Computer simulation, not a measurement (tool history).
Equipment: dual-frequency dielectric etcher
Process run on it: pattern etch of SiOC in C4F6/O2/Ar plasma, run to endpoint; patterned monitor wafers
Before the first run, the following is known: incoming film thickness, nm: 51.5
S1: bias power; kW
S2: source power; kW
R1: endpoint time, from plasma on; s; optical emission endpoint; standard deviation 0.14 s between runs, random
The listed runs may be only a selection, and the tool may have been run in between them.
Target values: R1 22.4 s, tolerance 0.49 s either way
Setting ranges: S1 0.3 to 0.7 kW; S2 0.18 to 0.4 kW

run	day	S1	S2	R1
1	0	0.5	0.29	20.174
2	0.196	0.487	0.29	20.481
3	0.396	0.477	0.29	20.48
4	0.588	0.465	0.29	20.953
5	0.85	0.458	0.29	20.935
6	0.929	0.45	0.29	21.249
7	1.204	0.445	0.29	20.874
8	1.333	0.346	0.27	23.487
9	1.608	0.352	0.27	23.695
10	1.946	0.358	0.27	23.231

5 next moves are on the table. One of them brings every result within its allowed miss. Which?
A	2.283	0.377	0.29	?
B	2.283	0.444	0.28	?
C	2.283	0.465	0.28	?
D	2.283	0.45	0.27	?
E	2.283	0.348	0.26	?

move	R1
A	22.473
B	21.371
C	21.004
D	21.488
E	23.884
A: in spec on every target
B: takes the biggest miss from the last run beyond its target
C: takes the biggest miss from the last run beyond its target
D: takes the biggest miss from the last run beyond its target
E: moves away from the targets compared with the last run
Answer: A
